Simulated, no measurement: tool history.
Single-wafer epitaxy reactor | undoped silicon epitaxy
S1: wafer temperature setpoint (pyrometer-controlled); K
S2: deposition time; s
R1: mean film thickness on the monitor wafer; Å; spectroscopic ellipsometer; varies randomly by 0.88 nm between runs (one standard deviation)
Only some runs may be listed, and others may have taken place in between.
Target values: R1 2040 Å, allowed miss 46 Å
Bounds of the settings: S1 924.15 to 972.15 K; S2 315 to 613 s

run 1 hour=0 | S1=948.15 S2=464 | R1=1431
run 2 hour=6.9 | S1=956.15 S2=464 | R1=1709.1
run 3 hour=9.6 | S1=960.15 S2=464 | R1=1887.1
run 4 hour=11.2 | S1=968.15 S2=464 | R1=2236.3
run 5 hour=14.2 | S1=967.15 S2=464 | R1=2197.9
run 6 hour=20.2 | S1=967.15 S2=511 | R1=2421
run 7 hour=27 | S1=966.15 S2=511 | R1=2363.9
run 8 hour=34.1 | S1=965.15 S2=511 | R1=2310.5
run 9 hour=35.9 | S1=964.15 S2=511 | R1=2265.2
run 10 hour=41 | S1=963.15 S2=511 | R1=2200.4
run 11 hour=43 | S1=962.15 S2=511 | R1=2171.4

Exercise: of the 4 proposed moves below, exactly one satisfies all targets within the stated allowed misses. Which move is it?
run A hour=45 | S1=966.15 S2=519 | R1=?
run B hour=45 | S1=963.15 S2=554 | R1=?
run C hour=45 | S1=966.15 S2=511 | R1=?
run D hour=45 | S1=963.15 S2=475 | R1=?

move=A R1=2430.2
move=B R1=2424.8
move=C R1=2392.7
move=D R1=2079.1
A: the biggest miss grows against the last run
B: the biggest miss grows against the last run
C: the biggest miss grows against the last run
D: in spec on every target
D meets every target.
